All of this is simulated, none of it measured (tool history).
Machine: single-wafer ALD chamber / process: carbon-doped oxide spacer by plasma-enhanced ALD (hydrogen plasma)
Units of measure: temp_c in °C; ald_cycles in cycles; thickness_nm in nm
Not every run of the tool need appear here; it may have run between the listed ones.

run 1 day=0.000 | temp_c=420 ald_cycles=424 | thickness_nm=20.143
run 2 day=0.058 | temp_c=420 ald_cycles=462 | thickness_nm=22.023
run 3 day=0.183 | temp_c=422 ald_cycles=445 | thickness_nm=21.366
run 4 day=0.321 | temp_c=415 ald_cycles=445 | thickness_nm=21.593
run 5 day=0.608 | temp_c=415 ald_cycles=390 | thickness_nm=18.861
run 6 day=0.850 | temp_c=420 ald_cycles=390 | thickness_nm=18.829
run 7 day=0.983 | temp_c=420 ald_cycles=382 | thickness_nm=18.376
run 8 day=1.196 | temp_c=421 ald_cycles=376 | thickness_nm=18.151
run 9 day=1.267 | temp_c=421 ald_cycles=371 | thickness_nm=17.638
run 10 day=1.642 | temp_c=422 ald_cycles=369 | thickness_nm=17.565

Estimate the outcome of run 11 from the log above:
run 11 day=1.758 | temp_c=423 ald_cycles=368 | thickness_nm=?

Logged for run 11: thickness_nm 17.347 nm.
